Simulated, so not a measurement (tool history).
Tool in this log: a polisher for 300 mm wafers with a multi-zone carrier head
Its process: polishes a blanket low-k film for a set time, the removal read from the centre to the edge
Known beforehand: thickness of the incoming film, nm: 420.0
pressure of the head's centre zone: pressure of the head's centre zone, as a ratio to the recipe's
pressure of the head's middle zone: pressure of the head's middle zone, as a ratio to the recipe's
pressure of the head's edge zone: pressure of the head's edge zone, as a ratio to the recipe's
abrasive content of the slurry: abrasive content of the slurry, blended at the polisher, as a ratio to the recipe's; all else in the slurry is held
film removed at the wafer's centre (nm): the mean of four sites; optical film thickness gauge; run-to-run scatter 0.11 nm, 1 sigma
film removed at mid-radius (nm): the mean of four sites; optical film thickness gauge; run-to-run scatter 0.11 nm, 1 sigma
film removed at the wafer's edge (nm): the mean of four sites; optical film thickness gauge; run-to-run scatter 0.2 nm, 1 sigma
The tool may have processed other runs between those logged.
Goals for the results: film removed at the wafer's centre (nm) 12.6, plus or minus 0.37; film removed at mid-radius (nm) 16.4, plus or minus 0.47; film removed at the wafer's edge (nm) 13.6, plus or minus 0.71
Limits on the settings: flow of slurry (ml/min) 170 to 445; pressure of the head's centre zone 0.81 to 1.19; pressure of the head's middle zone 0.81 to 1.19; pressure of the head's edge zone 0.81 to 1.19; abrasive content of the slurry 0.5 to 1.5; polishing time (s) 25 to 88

run  hour  flow of slurry (ml/min)  pressure of the head's centre zone  pressure of the head's middle zone  pressure of the head's edge zone  abrasive content of the slurry  polishing time (s)  film removed at the wafer's centre (nm)  film removed at mid-radius (nm)  film removed at the wafer's edge (nm)
  1     0                      285                                   1                                   1                                 1                               1                  56                                   21.109                           21.549                                 21.723
  2   8.9                      285                                   1                                0.94                                 1                               1                  56                                   20.936                           20.328                                 21.524
  3  14.1                      285                                   1                                0.94                                 1                            0.85                  56                                   19.317                             18.9                                  19.97
  4  18.2                      285                                0.94                                0.94                                 1                            0.85                  56                                   18.258                           18.927                                 20.551
  5  21.4                      335                                0.94                                0.94                                 1                            0.85                  56                                   18.792                           19.209                                 20.575
  6    22                      340                                0.93                                0.98                              0.97                             0.8                  54                                   17.298                           18.631                                 18.771
  7  28.6                      325                                0.84                                1.08                              0.87                            0.55                  51                                   12.083                           15.784                                 13.335
     37.5  -- worn pad replaced by a new one
  8  37.5                      330                                0.84                                1.08                              0.87                            0.55                  51                                   13.262                           17.219                                 14.867
  9  44.7                      320                                0.84                                1.08                              0.86                            0.55                  51                                   13.245                           17.277                                 14.734
 10  49.4                      325                                0.85                                1.09                              0.87                            0.55                  51                                    13.09                           17.232                                 14.742
 11    54                      320                                0.85                                1.09                              0.86                            0.55                  51                                   13.153                           17.424                                 15.026

Exercise: of the 5 proposed moves below, exactly one satisfies all targets within the stated allowed misses. Which move is it?
  A  58.6                      320                                0.86                                 1.1                              0.82                             0.5                  51                                        ?                                ?                                      ?
  B  58.6                      170                                   1                                1.19                              1.04                            0.75                  43                                        ?                                ?                                      ?
  C  58.6                      170                                0.91                                1.06                              1.03                             0.7                  46                                        ?                                ?                                      ?
  D  58.6                      170                                0.84                                1.16                              0.85                            0.55                  53                                        ?                                ?                                      ?
  E  58.6                      245                                0.95                                1.03                              0.89                             0.8                  42                                        ?                                ?                                      ?

move  film removed at the wafer's centre (nm)  film removed at mid-radius (nm)  film removed at the wafer's edge (nm)
   A                                   12.495                           16.489                                 13.644
   B                                   13.794                           16.887                                  14.93
   C                                   12.942                           15.798                                 15.373
   D                                    12.08                           17.269                                  14.19
   E                                   14.146                           16.018                                 14.671
A: meets every target
B: the biggest miss grows against the last run
C: moves the result that the last run missed by most past its target, out the other side
D: closes in on the targets versus the last run, not all within tolerance yet
E: brings the last run's worst result on target, with another outside its allowed miss
Go with A: it meets all targets.
